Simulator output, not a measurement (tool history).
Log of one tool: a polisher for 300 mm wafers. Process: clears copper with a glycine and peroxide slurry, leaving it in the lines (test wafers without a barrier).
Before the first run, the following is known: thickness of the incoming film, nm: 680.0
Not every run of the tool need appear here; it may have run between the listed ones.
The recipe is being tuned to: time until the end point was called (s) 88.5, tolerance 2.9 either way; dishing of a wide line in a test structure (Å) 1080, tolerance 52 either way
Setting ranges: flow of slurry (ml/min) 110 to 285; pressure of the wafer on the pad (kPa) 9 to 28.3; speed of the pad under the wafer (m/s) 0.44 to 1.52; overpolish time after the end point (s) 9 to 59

run,day,flow of slurry (ml/min),pressure of the wafer on the pad (kPa),speed of the pad under the wafer (m/s),overpolish time after the end point (s),time until the end point was called (s),dishing of a wide line in a test structure (Å)
1,0,180,18.6,0.98,30,118.75,896.25
2,0.279,180,18.6,0.98,36,120.3,1022.6
3,0.475,180,18.6,0.9,36,127.35,1004.7
4,0.588,185,20,0.92,34,119.28,998.03
5,0.846,205,20,0.92,34,115.97,1007.8
6,1.088,205,20,1.02,34,108.89,1038.5
7,1.271,205,20.7,1.02,33,104.42,1024.3
8,1.554,210,21.4,1.02,33,104.58,1013.3
9,1.692,210,22.1,1.02,33,99.847,1042.3
10,1.938,210,22.8,1.02,33,98.031,1083.5
11,2.196,215,23.4,1.02,32,93.337,1072.6
12,2.279,215,23.4,1.02,32,95.029,1106.7
13,2.346,215,23.4,1.02,31,94.531,1065.7
# day 2.533: head pressure recalibrated
14,2.533,220,24.1,1.02,30,100.18,994.9
15,2.683,220,24.8,1.02,30,97.335,1041
16,3.058,225,25.5,1.02,30,96.5,1035.7
17,3.1,225,26.2,1.02,30,93.72,1049.3
18,3.467,230,26.9,1.02,30,91.842,1089.2

5 candidate next runs follow, results not yet known. Just one meets every target within its allowed miss. Identify it.
A,3.833,205,25.5,1.02,34,?,?
B,3.833,200,24.8,1.1,31,?,?
C,3.833,180,28.3,1.04,30,?,?
D,3.833,220,28.3,1.02,39,?,?
E,3.833,255,26.9,0.94,27,?,?

move,time until the end point was called (s),dishing of a wide line in a test structure (Å)
A,95.795,1109.1
B,93.563,1068
C,87.488,1102.2
D,87.097,1232.1
E,94.719,1003.9
A: misses by more than the last run did
B: misses by more than the last run did
C: hits every target within its allowed miss
D: brings the result that was furthest off to its target, and leaves another outside
E: misses by more than the last run did
Move C is the one to make.

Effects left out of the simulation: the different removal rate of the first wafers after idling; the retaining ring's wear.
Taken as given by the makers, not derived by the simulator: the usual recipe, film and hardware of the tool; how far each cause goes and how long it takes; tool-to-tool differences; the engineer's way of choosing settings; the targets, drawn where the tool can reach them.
